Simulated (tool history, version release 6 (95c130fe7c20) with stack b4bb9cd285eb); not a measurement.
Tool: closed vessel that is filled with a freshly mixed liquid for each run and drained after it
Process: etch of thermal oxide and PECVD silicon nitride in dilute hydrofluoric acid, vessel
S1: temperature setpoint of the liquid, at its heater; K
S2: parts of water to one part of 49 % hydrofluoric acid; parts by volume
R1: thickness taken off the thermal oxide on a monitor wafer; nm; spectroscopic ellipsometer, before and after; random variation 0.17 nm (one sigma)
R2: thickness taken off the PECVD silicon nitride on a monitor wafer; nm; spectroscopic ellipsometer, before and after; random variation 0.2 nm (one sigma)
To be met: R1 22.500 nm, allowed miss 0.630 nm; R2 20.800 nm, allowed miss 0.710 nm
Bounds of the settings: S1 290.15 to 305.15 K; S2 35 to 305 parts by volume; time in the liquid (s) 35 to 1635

{"run": 1, "hour": 0.0, "S1": 297.15, "S2": 170, "time in the liquid (s)": 835, "R1": 21.839, "R2": 22.158}
{"run": 2, "hour": 3.1, "S1": 297.15, "S2": 115, "time in the liquid (s)": 835, "R1": 34.01, "R2": 32.341}
{"run": 3, "hour": 7.4, "S1": 296.65, "S2": 125, "time in the liquid (s)": 845, "R1": 30.944, "R2": 28.908}
{"run": 4, "hour": 14.8, "S1": 296.15, "S2": 135, "time in the liquid (s)": 855, "R1": 27.928, "R2": 26.905}
{"run": 5, "hour": 17.4, "S1": 295.15, "S2": 135, "time in the liquid (s)": 855, "R1": 27.0, "R2": 24.897}
{"run": 6, "hour": 22.2, "S1": 297.65, "S2": 135, "time in the liquid (s)": 855, "R1": 29.85, "R2": 28.988}
{"run": 7, "hour": 27.2, "S1": 296.65, "S2": 140, "time in the liquid (s)": 860, "R1": 27.758, "R2": 26.53}
{"run": 8, "hour": 33.6, "S1": 296.15, "S2": 145, "time in the liquid (s)": 865, "R1": 26.11, "R2": 25.082}
{"run": 9, "hour": 42.1, "S1": 295.65, "S2": 145, "time in the liquid (s)": 870, "R1": 25.477, "R2": 24.086}
{"run": 10, "hour": 45.1, "S1": 295.15, "S2": 145, "time in the liquid (s)": 875, "R1": 25.453, "R2": 23.817}
{"run": 11, "hour": 51.5, "S1": 294.65, "S2": 150, "time in the liquid (s)": 880, "R1": 24.024, "R2": 22.497}
{"run": 12, "hour": 58.2, "S1": 294.15, "S2": 150, "time in the liquid (s)": 885, "R1": 23.522, "R2": 21.511}
{"run": 13, "hour": 64.0, "S1": 294.15, "S2": 150, "time in the liquid (s)": 885, "R1": 23.658, "R2": 21.543}
{"run": 14, "hour": 70.6, "S1": 294.15, "S2": 150, "time in the liquid (s)": 890, "R1": 24.05, "R2": 21.874}
{"hour": 76.4, "done": "hydrofluoric acid flow meter replaced"}
{"run": 15, "hour": 76.4, "S1": 294.15, "S2": 155, "time in the liquid (s)": 895, "R1": 21.159, "R2": 19.754}

Which of these 5 next moves meets every target?
{"run": "A", "hour": 82.2, "S1": 295.15, "S2": 235, "time in the liquid (s)": 1310, "R1": "?", "R2": "?"}
{"run": "B", "hour": 82.2, "S1": 297.65, "S2": 200, "time in the liquid (s)": 1000, "R1": "?", "R2": "?"}
{"run": "C", "hour": 82.2, "S1": 293.65, "S2": 150, "time in the liquid (s)": 890, "R1": "?", "R2": "?"}
{"run": "D", "hour": 82.2, "S1": 296.15, "S2": 125, "time in the liquid (s)": 600, "R1": "?", "R2": "?"}
{"run": "E", "hour": 82.2, "S1": 292.15, "S2": 195, "time in the liquid (s)": 1360, "R1": "?", "R2": "?"}

move=A R1=19.320 R2=20.421
move=B R1=19.705 R2=21.409
move=C R1=21.175 R2=19.515
move=D R1=19.433 R2=18.561
move=E R1=22.423 R2=20.918
A: further off than the last run
B: further off than the last run
C: as far off as the last run
D: further off than the last run
E: meets every target
Move E is the one to make.
